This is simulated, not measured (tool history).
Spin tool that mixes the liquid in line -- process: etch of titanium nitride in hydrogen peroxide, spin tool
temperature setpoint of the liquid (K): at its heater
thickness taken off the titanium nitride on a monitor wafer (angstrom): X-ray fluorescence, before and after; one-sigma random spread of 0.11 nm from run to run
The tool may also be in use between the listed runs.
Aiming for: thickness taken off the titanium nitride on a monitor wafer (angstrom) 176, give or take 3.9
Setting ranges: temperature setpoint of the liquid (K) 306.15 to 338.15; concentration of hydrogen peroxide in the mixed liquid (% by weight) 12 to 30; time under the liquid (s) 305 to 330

| run | hour | temperature setpoint of the liquid (K) | concentration of hydrogen peroxide in the mixed liquid (% by weight) | time under the liquid (s) | thickness taken off the titanium nitride on a monitor wafer (angstrom) |
|---|---|---|---|---|---|
| 1 | 0 | 322.15 | 23 | 305 | 104.96 |
| 2 | 5.4 | 315.65 | 23 | 305 | 64.162 |
| 3 | 12 | 318.65 | 23 | 305 | 80.994 |
| 4 | 16.6 | 318.65 | 23 | 330 | 88.066 |
| 5 | 25.2 | 322.65 | 23 | 330 | 117.84 |
| 6 | 28.3 | 324.15 | 23 | 330 | 131.01 |
| 7 | 31.8 | 325.15 | 23 | 330 | 140.22 |
| 8 | 36.2 | 329.15 | 23 | 330 | 185.29 |

Exercise: of the 5 proposed moves below, exactly one satisfies all targets within the stated allowed misses. Which move is it?
| A | 40.6 | 328.65 | 17 | 330 | ? |
| B | 40.6 | 328.65 | 22 | 305 | ? |
| C | 40.6 | 329.15 | 21.5 | 305 | ? |
| D | 40.6 | 329.15 | 26.5 | 305 | ? |
| E | 40.6 | 327.65 | 23 | 330 | ? |

| move | thickness taken off the titanium nitride on a monitor wafer (angstrom) |
|---|---|
| A | 168.63 |
| B | 164.69 |
| C | 169.69 |
| D | 177.58 |
| E | 167.74 |
A: takes the result that was furthest off past its target
B: takes the result that was furthest off past its target
C: takes the result that was furthest off past its target
D: every result lands within tolerance
E: takes the result that was furthest off past its target
The move that meets every target is D.
